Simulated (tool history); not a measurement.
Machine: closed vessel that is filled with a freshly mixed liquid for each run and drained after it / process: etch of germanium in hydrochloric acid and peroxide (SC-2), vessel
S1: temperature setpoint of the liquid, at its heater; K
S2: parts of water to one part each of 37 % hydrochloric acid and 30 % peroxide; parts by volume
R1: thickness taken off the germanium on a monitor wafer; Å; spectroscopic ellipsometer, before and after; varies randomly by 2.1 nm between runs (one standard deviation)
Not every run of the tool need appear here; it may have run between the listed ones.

{"run": 1, "hour": 0.0, "S1": 329.15, "S2": 12, "time in the liquid (s)": 100, "R1": 2107.1}
{"run": 2, "hour": 0.9, "S1": 329.15, "S2": 15.5, "time in the liquid (s)": 100, "R1": 2060}
{"run": 3, "hour": 7.6, "S1": 330.65, "S2": 15.5, "time in the liquid (s)": 100, "R1": 2171.3}
{"run": 4, "hour": 10.5, "S1": 330.65, "S2": 15.5, "time in the liquid (s)": 100, "R1": 2157.6}
{"run": 5, "hour": 19.3, "S1": 331.65, "S2": 15.5, "time in the liquid (s)": 100, "R1": 2200.9}
{"run": 6, "hour": 21.2, "S1": 336.15, "S2": 15.5, "time in the liquid (s)": 100, "R1": 2524.7}
{"run": 7, "hour": 24.2, "S1": 336.65, "S2": 15.5, "time in the liquid (s)": 100, "R1": 2584.1}

What does the tool deliver on the next run?
{"run": 8, "hour": 25.9, "S1": 337.65, "S2": 15.5, "time in the liquid (s)": 100, "R1": "?"}

{"run 8": {"R1": 2640.5}}

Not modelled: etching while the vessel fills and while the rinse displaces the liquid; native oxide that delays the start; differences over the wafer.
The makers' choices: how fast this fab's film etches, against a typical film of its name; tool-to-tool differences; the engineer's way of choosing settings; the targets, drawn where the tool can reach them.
